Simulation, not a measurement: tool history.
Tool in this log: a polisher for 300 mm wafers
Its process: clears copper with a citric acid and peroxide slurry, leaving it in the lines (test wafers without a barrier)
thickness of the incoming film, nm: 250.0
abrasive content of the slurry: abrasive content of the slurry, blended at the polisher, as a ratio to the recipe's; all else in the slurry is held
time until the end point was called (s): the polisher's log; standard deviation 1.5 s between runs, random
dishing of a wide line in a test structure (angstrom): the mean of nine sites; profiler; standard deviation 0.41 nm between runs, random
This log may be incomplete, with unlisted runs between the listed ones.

run  hour  flow of slurry (ml/min)  pressure of the wafer on the pad (psi)  speed of the pad under the wafer (cm/s)  abrasive content of the slurry  overpolish time after the end point (s)  time until the end point was called (s)  dishing of a wide line in a test structure (angstrom)
  1     0                      155                                     2.8                                       94                               1                                       24                                   159.09                                                 250.94
  2   5.4                      155                                     2.3                                       94                               1                                       24                                   190.19                                                 212.73
  3  10.3                      155                                     2.9                                       94                               1                                       24                                   153.22                                                 249.22
  4  18.8                      155                                     2.9                                       94                            0.85                                       24                                    151.8                                                 248.97
  5  25.2                      155                                     2.9                                       94                            0.85                                       17                                    154.7                                                 190.23
  6  29.3                      150                                     3.1                                       94                            0.85                                       19                                   146.54                                                 220.65
  7  30.9                      145                                     3.3                                       94                            0.85                                       20                                   140.74                                                 238.61
  8  36.8                      145                                     3.5                                       94                            0.85                                       21                                   132.33                                                 264.85
  9  43.1                      145                                     3.5                                       94                            0.85                                       21                                   131.07                                                 262.01
 10  51.5                      145                                     3.6                                       94                            0.85                                       22                                   125.11                                                 280.87
 11  55.1                      145                                     3.6                                       94                            0.85                                       22                                   128.08                                                 275.71
 12  62.5                      145                                     3.6                                       94                            0.85                                       22                                   128.36                                                 279.46
 13  64.5                      145                                     3.7                                       94                            0.85                                       23                                   121.79                                                 295.75
 14  71.6                      145                                     3.7                                       94                            0.85                                       23                                   121.78                                                 298.97
 15  79.4                      145                                     3.8                                       94                            0.85                                       24                                   122.03                                                 313.04
 16    88                      145                                     3.9                                       94                            0.85                                       24                                   116.35                                                 321.41

Estimate the outcome of run 17 from the log above:
 17  91.7                      150                                     4.1                                       94                            0.85                                       25                                        ?                                                      ?

time until the end point was called (s): 113.68
dishing of a wide line in a test structure (angstrom): 340.81
